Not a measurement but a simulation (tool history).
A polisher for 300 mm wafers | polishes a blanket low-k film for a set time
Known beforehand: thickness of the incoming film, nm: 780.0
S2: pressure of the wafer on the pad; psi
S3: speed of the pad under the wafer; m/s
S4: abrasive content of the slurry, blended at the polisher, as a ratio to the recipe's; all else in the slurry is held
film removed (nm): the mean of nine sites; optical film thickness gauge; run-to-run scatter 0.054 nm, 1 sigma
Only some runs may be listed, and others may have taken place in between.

run 1 hour=0 | flow_of_slurry_(ml/min)=160 S2=1.4 S3=0.92 S4=1 polishing_time_(s)=45 | film_removed_(nm)=11.209
run 2 hour=5.3 | flow_of_slurry_(ml/min)=160 S2=1.6 S3=0.92 S4=1 polishing_time_(s)=45 | film_removed_(nm)=12.856
run 3 hour=9.3 | flow_of_slurry_(ml/min)=125 S2=1.6 S3=0.92 S4=1 polishing_time_(s)=45 | film_removed_(nm)=12.286
run 4 hour=17.1 | flow_of_slurry_(ml/min)=125 S2=1.4 S3=0.92 S4=1 polishing_time_(s)=45 | film_removed_(nm)=10.844
run 5 hour=22.4 | flow_of_slurry_(ml/min)=125 S2=1.4 S3=0.92 S4=1.1 polishing_time_(s)=45 | film_removed_(nm)=11.021
run 6 hour=24.7 | flow_of_slurry_(ml/min)=95 S2=1.4 S3=0.92 S4=1.1 polishing_time_(s)=45 | film_removed_(nm)=10.379
run 7 hour=30.7 | flow_of_slurry_(ml/min)=95 S2=1.1 S3=0.8 S4=1.1 polishing_time_(s)=45 | film_removed_(nm)=7.5611
run 8 hour=37.3 | flow_of_slurry_(ml/min)=95 S2=0.9 S3=0.74 S4=1.1 polishing_time_(s)=45 | film_removed_(nm)=5.9742
run 9 hour=38.1 | flow_of_slurry_(ml/min)=95 S2=0.8 S3=0.72 S4=1.1 polishing_time_(s)=45 | film_removed_(nm)=5.3791
run 10 hour=45.7 | flow_of_slurry_(ml/min)=95 S2=0.7 S3=0.72 S4=1.1 polishing_time_(s)=45 | film_removed_(nm)=4.7968
run 11 hour=47.5 | flow_of_slurry_(ml/min)=95 S2=0.6 S3=0.72 S4=1.1 polishing_time_(s)=45 | film_removed_(nm)=4.2252
run 12 hour=56 | flow_of_slurry_(ml/min)=95 S2=0.7 S3=0.72 S4=1.1 polishing_time_(s)=45 | film_removed_(nm)=4.8794

What does the tool deliver on the next run?
run 13 hour=57.3 | flow_of_slurry_(ml/min)=95 S2=0.6 S3=0.72 S4=1.1 polishing_time_(s)=45 | film_removed_(nm)=?

film removed (nm): 4.1753
